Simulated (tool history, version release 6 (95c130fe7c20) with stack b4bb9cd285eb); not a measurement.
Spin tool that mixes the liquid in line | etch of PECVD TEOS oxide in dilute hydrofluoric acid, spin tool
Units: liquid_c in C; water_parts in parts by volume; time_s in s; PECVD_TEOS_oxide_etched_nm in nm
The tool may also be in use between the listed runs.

Run 1, day 0: liquid_c 22 C, water_parts 95 parts by volume, time_s 15 s. Result: PECVD_TEOS_oxide_etched_nm 3.7554 nm.
Run 2, day 0.025: liquid_c 23 C, water_parts 85 parts by volume, time_s 15 s. Result: PECVD_TEOS_oxide_etched_nm 4.3935 nm.
Run 3, day 0.125: liquid_c 23 C, water_parts 100 parts by volume, time_s 15 s. Result: PECVD_TEOS_oxide_etched_nm 3.6574 nm.
Run 4, day 0.483: liquid_c 23.5 C, water_parts 90 parts by volume, time_s 15 s. Result: PECVD_TEOS_oxide_etched_nm 4.2158 nm.
Run 5, day 0.533: liquid_c 24 C, water_parts 85 parts by volume, time_s 15 s. Result: PECVD_TEOS_oxide_etched_nm 4.5931 nm.
Run 6, day 0.671: liquid_c 24 C, water_parts 85 parts by volume, time_s 15 s. Result: PECVD_TEOS_oxide_etched_nm 4.5008 nm.
Run 7, day 0.967: liquid_c 24.5 C, water_parts 80 parts by volume, time_s 15 s. Result: PECVD_TEOS_oxide_etched_nm 4.9925 nm.
Run 8, day 1.129: liquid_c 25 C, water_parts 75 parts by volume, time_s 15 s. Result: PECVD_TEOS_oxide_etched_nm 5.5098 nm.

The next listed run, before its measurement:
Run 9, day 1.3: liquid_c 25.5 C, water_parts 70 parts by volume, time_s 15 s. Result: PECVD_TEOS_oxide_etched_nm ?.

Run 9 gave PECVD_TEOS_oxide_etched_nm 6.0319 nm.
